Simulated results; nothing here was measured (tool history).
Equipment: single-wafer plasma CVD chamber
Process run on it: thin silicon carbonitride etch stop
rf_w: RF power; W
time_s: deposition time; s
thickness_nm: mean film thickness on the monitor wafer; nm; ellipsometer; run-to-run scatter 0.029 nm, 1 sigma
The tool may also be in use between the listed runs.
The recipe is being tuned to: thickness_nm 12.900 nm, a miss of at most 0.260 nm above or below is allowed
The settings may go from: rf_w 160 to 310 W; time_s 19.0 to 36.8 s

run	day	rf_w	time_s	thickness_nm
1	0.000	235	27.9	16.360
2	0.221	225	26.9	15.476
3	0.504	215	26.3	14.856
4	0.875	215	28.3	15.888
5	0.946	245	28.3	16.959
6	1.146	230	27.6	16.126
7	1.275	220	27.0	15.366
8	1.600	210	26.6	14.808
9	1.738	200	26.3	14.284
10	1.900	195	26.2	14.070
11	2.229	190	26.1	13.833
12	2.512	190	26.1	13.830
13	2.858	165	24.6	12.121
14	2.912	170	24.6	12.308

Below are 5 possible settings for the next run. Only one of them brings all results inside the allowed miss of their targets. Which is it?
A	2.967	160	24.2	?
B	2.967	165	23.8	?
C	2.967	160	26.5	?
D	2.967	165	22.8	?
E	2.967	190	22.2	?

move	thickness_nm
A	11.712
B	11.725
C	12.825
D	11.233
E	11.801
A: the biggest miss grows against the last run
B: the biggest miss grows against the last run
C: all results in spec
D: the biggest miss grows against the last run
E: the biggest miss grows against the last run
The right move is C.

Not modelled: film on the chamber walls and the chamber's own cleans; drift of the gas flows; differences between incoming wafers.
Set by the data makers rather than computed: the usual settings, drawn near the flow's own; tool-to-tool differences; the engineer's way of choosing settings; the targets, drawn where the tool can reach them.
